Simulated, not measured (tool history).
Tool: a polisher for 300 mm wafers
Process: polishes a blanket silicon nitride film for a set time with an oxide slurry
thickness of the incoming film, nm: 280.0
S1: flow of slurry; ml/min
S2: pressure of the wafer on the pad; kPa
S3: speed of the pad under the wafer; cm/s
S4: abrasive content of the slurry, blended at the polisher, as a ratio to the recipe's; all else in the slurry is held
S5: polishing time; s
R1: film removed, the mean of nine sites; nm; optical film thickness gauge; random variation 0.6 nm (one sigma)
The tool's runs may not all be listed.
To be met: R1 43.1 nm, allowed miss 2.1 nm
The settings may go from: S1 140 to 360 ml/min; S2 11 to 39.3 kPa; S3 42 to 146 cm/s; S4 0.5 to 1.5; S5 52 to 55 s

run 1 hour=0 | S1=230 S2=24.8 S3=94 S4=1 S5=52 | R1=26.464
run 2 hour=4.6 | S1=205 S2=24.8 S3=94 S4=1 S5=52 | R1=26.529
run 3 hour=13.2 | S1=205 S2=28.3 S3=96 S4=1 S5=52 | R1=30.573
run 4 hour=14.7 | S1=205 S2=31 S3=98 S4=1 S5=52 | R1=32.832
run 5 hour=18.6 | S1=235 S2=31 S3=98 S4=1 S5=52 | R1=33.412
run 6 hour=25.9 | S1=235 S2=33.1 S3=100 S4=1 S5=52 | R1=36.949
run 7 hour=28.4 | S1=235 S2=34.5 S3=100 S4=1 S5=52 | R1=38.936
run 8 hour=37.2 | S1=235 S2=35.2 S3=100 S4=1 S5=52 | R1=39.51
run 9 hour=41.3 | S1=235 S2=35.9 S3=100 S4=1 S5=52 | R1=40.356

5 next moves are on the table. One of them brings every result within its allowed miss. Which?
run A hour=45.4 | S1=215 S2=35.9 S3=92 S4=0.95 S5=55 | R1=?
run B hour=45.4 | S1=200 S2=33.8 S3=124 S4=0.85 S5=52 | R1=?
run C hour=45.4 | S1=180 S2=35.2 S3=92 S4=1 S5=55 | R1=?
run D hour=45.4 | S1=250 S2=32.4 S3=104 S4=0.9 S5=53 | R1=?
run E hour=45.4 | S1=225 S2=35.2 S3=114 S4=0.95 S5=53 | R1=?

move=A R1=38.502
move=B R1=40.026
move=C R1=37.994
move=D R1=36.28
move=E R1=42.774
A: further off than the last run
B: further off than the last run
C: further off than the last run
D: further off than the last run
E: meets every target
The right move is E.

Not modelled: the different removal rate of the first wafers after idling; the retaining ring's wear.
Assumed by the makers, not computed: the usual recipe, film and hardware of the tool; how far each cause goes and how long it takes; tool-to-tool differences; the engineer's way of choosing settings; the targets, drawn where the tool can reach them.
